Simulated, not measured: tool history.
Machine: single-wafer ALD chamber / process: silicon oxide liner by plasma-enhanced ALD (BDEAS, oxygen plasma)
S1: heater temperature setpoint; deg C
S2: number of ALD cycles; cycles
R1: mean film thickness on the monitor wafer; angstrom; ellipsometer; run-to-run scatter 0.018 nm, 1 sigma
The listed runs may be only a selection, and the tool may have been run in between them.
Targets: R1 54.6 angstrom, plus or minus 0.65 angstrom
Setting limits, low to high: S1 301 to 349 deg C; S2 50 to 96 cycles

{"run": 1, "hour": 0.0, "S1": 325, "S2": 73, "R1": 60.852}
{"run": 2, "hour": 2.1, "S1": 330, "S2": 73, "R1": 60.671}
{"run": 3, "hour": 3.1, "S1": 336, "S2": 73, "R1": 59.757}
{"run": 4, "hour": 11.7, "S1": 338, "S2": 71, "R1": 58.262}
{"run": 5, "hour": 15.6, "S1": 339, "S2": 70, "R1": 57.352}
{"run": 6, "hour": 22.8, "S1": 339, "S2": 64, "R1": 52.387}
{"run": 7, "hour": 26.9, "S1": 337, "S2": 65, "R1": 53.429}
{"run": 8, "hour": 35.0, "S1": 336, "S2": 65, "R1": 53.444}
{"run": 9, "hour": 38.8, "S1": 335, "S2": 65, "R1": 53.221}
{"run": 10, "hour": 46.5, "S1": 335, "S2": 65, "R1": 53.539}

Which one of the following 4 next-run settings gets every result inside its allowed miss? There is exactly one.
{"run": "A", "hour": 54.2, "S1": 334, "S2": 65, "R1": "?"}
{"run": "B", "hour": 54.2, "S1": 336, "S2": 64, "R1": "?"}
{"run": "C", "hour": 54.2, "S1": 342, "S2": 67, "R1": "?"}
{"run": "D", "hour": 54.2, "S1": 326, "S2": 64, "R1": "?"}

move=A R1=53.441
move=B R1=52.479
move=C R1=54.501
move=D R1=53.177
A: further off than the last run
B: further off than the last run
C: every result within its allowed miss
D: further off than the last run
Answer: C

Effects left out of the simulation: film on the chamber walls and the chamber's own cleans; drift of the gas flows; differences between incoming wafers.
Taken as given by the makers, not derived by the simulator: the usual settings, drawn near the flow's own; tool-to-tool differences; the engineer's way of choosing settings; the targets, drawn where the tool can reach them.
